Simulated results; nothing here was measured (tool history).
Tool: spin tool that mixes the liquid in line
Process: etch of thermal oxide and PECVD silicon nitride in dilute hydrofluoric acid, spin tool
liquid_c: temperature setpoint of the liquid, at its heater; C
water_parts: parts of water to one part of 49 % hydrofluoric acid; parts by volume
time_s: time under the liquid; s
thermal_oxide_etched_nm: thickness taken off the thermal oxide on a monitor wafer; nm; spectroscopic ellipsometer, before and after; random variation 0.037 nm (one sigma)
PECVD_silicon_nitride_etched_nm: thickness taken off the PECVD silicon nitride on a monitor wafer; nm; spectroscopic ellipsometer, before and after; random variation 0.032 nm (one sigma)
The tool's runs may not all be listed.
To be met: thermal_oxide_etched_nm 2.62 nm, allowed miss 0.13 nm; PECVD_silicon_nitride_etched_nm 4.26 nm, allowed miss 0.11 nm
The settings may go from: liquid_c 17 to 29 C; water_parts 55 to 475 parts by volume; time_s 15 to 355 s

| run | hour | liquid_c | water_parts | time_s | thermal_oxide_etched_nm | PECVD_silicon_nitride_etched_nm |
|---|---|---|---|---|---|---|
| 1 | 0 | 21 | 265 | 180 | 2.4002 | 2.9883 |
| 2 | 0.5 | 23 | 265 | 180 | 2.5424 | 3.3135 |
| 3 | 4.3 | 24 | 265 | 180 | 2.6451 | 3.5112 |
| 4 | 5.1 | 24 | 175 | 180 | 4.5169 | 5.3537 |
| 5 | 11.5 | 24 | 175 | 235 | 5.8376 | 7.0245 |
| 6 | 18.8 | 24 | 175 | 295 | 7.1928 | 8.8312 |
| 7 | 24.3 | 23.5 | 230 | 310 | 5.3827 | 6.8534 |
| 8 | 30.9 | 24 | 270 | 320 | 4.6293 | 6.2244 |
| 9 | 34.3 | 24 | 270 | 320 | 4.5945 | 6.1631 |
| 10 | 40.2 | 24.5 | 300 | 330 | 4.1566 | 5.9724 |
| 11 | 42.1 | 24.5 | 325 | 335 | 3.8673 | 5.5848 |
| 12 | 50.9 | 24.5 | 350 | 340 | 3.6166 | 5.3231 |
| 13 | 56.2 | 24.5 | 370 | 345 | 3.2454 | 5.0748 |
| 14 | 57.6 | 24.5 | 380 | 350 | 3.2672 | 4.9871 |
| 15 | 65.9 | 24.5 | 395 | 350 | 3.1267 | 4.8324 |
| 16 | 73 | 24.5 | 405 | 350 | 3.0865 | 4.7113 |
| 17 | 79.7 | 24.5 | 420 | 350 | 2.9258 | 4.5542 |
| 18 | 87.6 | 24.5 | 430 | 350 | 2.7806 | 4.4189 |
| 19 | 91.7 | 24.5 | 435 | 350 | 2.7213 | 4.3853 |

4 next moves are on the table. One of them brings every result within its allowed miss. Which?
| A | 95.8 | 25.5 | 425 | 315 | ? | ? |
| B | 95.8 | 25.5 | 455 | 355 | ? | ? |
| C | 95.8 | 25.5 | 450 | 355 | ? | ? |
| D | 95.8 | 25 | 445 | 355 | ? | ? |

| move | thermal_oxide_etched_nm | PECVD_silicon_nitride_etched_nm |
|---|---|---|
| A | 2.6691 | 4.2645 |
| B | 2.7354 | 4.4887 |
| C | 2.7781 | 4.5386 |
| D | 2.7776 | 4.4594 |
A: meets every target
B: further off than the last run
C: further off than the last run
D: further off than the last run
Answer: A
